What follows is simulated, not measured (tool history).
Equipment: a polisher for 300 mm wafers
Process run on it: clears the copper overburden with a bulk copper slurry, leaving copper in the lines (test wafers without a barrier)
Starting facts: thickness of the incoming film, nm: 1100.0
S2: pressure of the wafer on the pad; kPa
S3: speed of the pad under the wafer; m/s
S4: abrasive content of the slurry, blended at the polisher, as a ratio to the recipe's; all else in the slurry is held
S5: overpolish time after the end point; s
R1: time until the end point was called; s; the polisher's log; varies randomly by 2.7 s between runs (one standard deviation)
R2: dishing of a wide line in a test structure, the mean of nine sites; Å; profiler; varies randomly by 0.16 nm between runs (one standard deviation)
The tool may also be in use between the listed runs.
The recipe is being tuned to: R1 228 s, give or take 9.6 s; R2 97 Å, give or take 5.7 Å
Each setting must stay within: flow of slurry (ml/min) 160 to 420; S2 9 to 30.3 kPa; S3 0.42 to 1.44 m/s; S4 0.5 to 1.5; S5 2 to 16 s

run 1 hour=0 | flow_of_slurry_(ml/min)=270 S2=19.3 S3=0.92 S4=1 S5=8 | R1=106.93 R2=345.07
run 2 hour=2.3 | flow_of_slurry_(ml/min)=270 S2=19.3 S3=0.92 S4=0.85 S5=8 | R1=108.99 R2=352.8
run 3 hour=5.5 | flow_of_slurry_(ml/min)=315 S2=19.3 S3=0.92 S4=0.85 S5=8 | R1=107.68 R2=346.86
run 4 hour=8.8 | flow_of_slurry_(ml/min)=315 S2=22.1 S3=0.92 S4=0.85 S5=8 | R1=99.286 R2=360.68
run 5 hour=10.1 | flow_of_slurry_(ml/min)=325 S2=20.7 S3=0.86 S4=0.9 S5=7 | R1=105.33 R2=332.35
run 6 hour=16.4 | flow_of_slurry_(ml/min)=335 S2=19.3 S3=0.82 S4=0.9 S5=6 | R1=118.25 R2=276.69
run 7 hour=22.1 | flow_of_slurry_(ml/min)=345 S2=17.9 S3=0.78 S4=0.95 S5=6 | R1=130.26 R2=269.01
run 8 hour=28 | flow_of_slurry_(ml/min)=355 S2=17.2 S3=0.74 S4=1 S5=6 | R1=141.36 R2=263.43
run 9 hour=36.7 | flow_of_slurry_(ml/min)=280 S2=11.7 S3=0.74 S4=0.75 S5=2 | R1=199.64 R2=75.098
run 10 hour=41.6 | flow_of_slurry_(ml/min)=285 S2=11.7 S3=0.74 S4=0.8 S5=2 | R1=195.04 R2=77.961
run 11 hour=47.9 | flow_of_slurry_(ml/min)=290 S2=11.7 S3=0.72 S4=0.85 S5=2 | R1=198.2 R2=75.31
run 12 hour=56.1 | flow_of_slurry_(ml/min)=295 S2=11.7 S3=0.72 S4=0.85 S5=2 | R1=198.95 R2=77.935
run 13 hour=65 | flow_of_slurry_(ml/min)=300 S2=11.7 S3=0.72 S4=0.85 S5=2 | R1=197.06 R2=79.278
run 14 hour=70.6 | flow_of_slurry_(ml/min)=305 S2=11.7 S3=0.72 S4=0.85 S5=2 | R1=197.47 R2=74.004
run 15 hour=75.2 | flow_of_slurry_(ml/min)=305 S2=11.7 S3=0.7 S4=0.85 S5=2 | R1=203.05 R2=75.655
run 16 hour=79.1 | flow_of_slurry_(ml/min)=310 S2=11.7 S3=0.7 S4=0.85 S5=2 | R1=199.51 R2=74.149

Exactly one of the 4 candidate moves below puts every result within its allowed miss. Which one?
run A hour=83 | flow_of_slurry_(ml/min)=310 S2=9 S3=0.66 S4=0.85 S5=4 | R1=? R2=?
run B hour=83 | flow_of_slurry_(ml/min)=330 S2=9.7 S3=0.64 S4=0.75 S5=4 | R1=? R2=?
run C hour=83 | flow_of_slurry_(ml/min)=320 S2=13.1 S3=0.56 S4=0.8 S5=3 | R1=? R2=?
run D hour=83 | flow_of_slurry_(ml/min)=270 S2=9 S3=0.8 S4=0.9 S5=2 | R1=? R2=?

move=A R1=257.44 R2=110.3
move=B R1=257.32 R2=110.53
move=C R1=231.66 R2=94.817
move=D R1=216.43 R2=69.541
A: carries the result that was furthest off beyond its target, to the other side
B: carries the result that was furthest off beyond its target, to the other side
C: in spec on every target
D: its largest miss is bigger than the last run's
Answer: C
